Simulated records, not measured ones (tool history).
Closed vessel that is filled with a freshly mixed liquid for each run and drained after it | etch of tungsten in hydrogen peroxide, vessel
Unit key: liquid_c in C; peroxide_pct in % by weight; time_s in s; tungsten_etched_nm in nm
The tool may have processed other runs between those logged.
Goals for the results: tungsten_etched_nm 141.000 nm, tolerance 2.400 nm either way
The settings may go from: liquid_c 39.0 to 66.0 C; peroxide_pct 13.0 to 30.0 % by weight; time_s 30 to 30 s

Run 1, hour 0.0: liquid_c 55.0 C, peroxide_pct 25.0 % by weight, time_s 30 s. Result: tungsten_etched_nm 81.140 nm.
Run 2, hour 1.4: liquid_c 56.0 C, peroxide_pct 25.0 % by weight, time_s 30 s. Result: tungsten_etched_nm 85.727 nm.
Run 3, hour 2.6: liquid_c 57.0 C, peroxide_pct 25.0 % by weight, time_s 30 s. Result: tungsten_etched_nm 90.780 nm.
Run 4, hour 4.6: liquid_c 57.0 C, peroxide_pct 28.5 % by weight, time_s 30 s. Result: tungsten_etched_nm 97.683 nm.
Run 5, hour 9.8: liquid_c 58.0 C, peroxide_pct 28.5 % by weight, time_s 30 s. Result: tungsten_etched_nm 102.240 nm.
Run 6, hour 11.7: liquid_c 55.0 C, peroxide_pct 28.5 % by weight, time_s 30 s. Result: tungsten_etched_nm 86.897 nm.
Run 7, hour 20.9: liquid_c 56.0 C, peroxide_pct 28.5 % by weight, time_s 30 s. Result: tungsten_etched_nm 91.748 nm.
Run 8, hour 27.4: liquid_c 57.0 C, peroxide_pct 28.5 % by weight, time_s 30 s. Result: tungsten_etched_nm 97.781 nm.
Run 9, hour 36.4: liquid_c 58.0 C, peroxide_pct 28.5 % by weight, time_s 30 s. Result: tungsten_etched_nm 103.320 nm.
At hour 42.6: new drum of peroxide connected.
Run 10, hour 42.6: liquid_c 58.5 C, peroxide_pct 28.5 % by weight, time_s 30 s. Result: tungsten_etched_nm 109.830 nm.
Run 11, hour 51.6: liquid_c 58.5 C, peroxide_pct 28.5 % by weight, time_s 30 s. Result: tungsten_etched_nm 109.410 nm.

Of the 5 settings listed for the next run, only one would bring every result within its allowed miss of target. Which one?
Run A, hour 60.6: liquid_c 63.0 C, peroxide_pct 30.0 % by weight, time_s 30 s. Result: tungsten_etched_nm ?.
Run B, hour 60.6: liquid_c 64.0 C, peroxide_pct 26.5 % by weight, time_s 30 s. Result: tungsten_etched_nm ?.
Run C, hour 60.6: liquid_c 64.5 C, peroxide_pct 24.0 % by weight, time_s 30 s. Result: tungsten_etched_nm ?.
Run D, hour 60.6: liquid_c 55.5 C, peroxide_pct 26.5 % by weight, time_s 30 s. Result: tungsten_etched_nm ?.
Run E, hour 60.6: liquid_c 64.0 C, peroxide_pct 27.5 % by weight, time_s 30 s. Result: tungsten_etched_nm ?.

move  tungsten_etched_nm
   A             146.260
   B             145.430
   C             142.330
   D              89.126
   E             148.140
A: takes the biggest miss from the last run beyond its target
B: takes the biggest miss from the last run beyond its target
C: meets every target
D: lands further from the targets than the last run did
E: takes the biggest miss from the last run beyond its target
The move that meets every target is C.
